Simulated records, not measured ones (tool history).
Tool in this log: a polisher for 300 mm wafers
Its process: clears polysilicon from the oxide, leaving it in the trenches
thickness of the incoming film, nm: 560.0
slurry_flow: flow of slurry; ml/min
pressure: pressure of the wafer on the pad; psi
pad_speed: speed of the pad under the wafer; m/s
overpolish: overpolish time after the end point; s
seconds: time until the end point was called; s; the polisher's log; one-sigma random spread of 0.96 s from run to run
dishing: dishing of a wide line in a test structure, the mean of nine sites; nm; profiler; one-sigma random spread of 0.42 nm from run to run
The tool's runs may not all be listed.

run 1 hour=0.0 | slurry_flow=255 pressure=2.0 pad_speed=1.02 overpolish=22 | seconds=54.776 dishing=56.067
run 2 hour=6.8 | slurry_flow=255 pressure=2.0 pad_speed=0.86 overpolish=22 | seconds=63.711 dishing=54.438
run 3 hour=15.2 | slurry_flow=285 pressure=1.8 pad_speed=0.82 overpolish=19 | seconds=71.979 dishing=51.300
run 4 hour=21.8 | slurry_flow=285 pressure=1.3 pad_speed=0.82 overpolish=19 | seconds=90.952 dishing=47.424
run 5 hour=27.2 | slurry_flow=285 pressure=1.3 pad_speed=0.98 overpolish=19 | seconds=79.667 dishing=49.359
run 6 hour=31.1 | slurry_flow=310 pressure=1.2 pad_speed=0.96 overpolish=16 | seconds=84.945 dishing=45.973
run 7 hour=39.8 | slurry_flow=315 pressure=1.1 pad_speed=0.94 overpolish=14 | seconds=91.365 dishing=40.886
run 8 hour=44.7 | slurry_flow=310 pressure=1.1 pad_speed=0.94 overpolish=14 | seconds=92.122 dishing=41.230
run 9 hour=52.3 | slurry_flow=295 pressure=0.9 pad_speed=0.94 overpolish=12 | seconds=105.170 dishing=34.934
run 10 hour=56.0 | slurry_flow=305 pressure=0.9 pad_speed=0.94 overpolish=12 | seconds=105.350 dishing=34.868

Expected results for the next run?
run 11 hour=61.5 | slurry_flow=315 pressure=0.9 pad_speed=0.92 overpolish=12 | seconds=? dishing=?

Run 11 gave seconds 106.400 s, dishing 34.546 nm.

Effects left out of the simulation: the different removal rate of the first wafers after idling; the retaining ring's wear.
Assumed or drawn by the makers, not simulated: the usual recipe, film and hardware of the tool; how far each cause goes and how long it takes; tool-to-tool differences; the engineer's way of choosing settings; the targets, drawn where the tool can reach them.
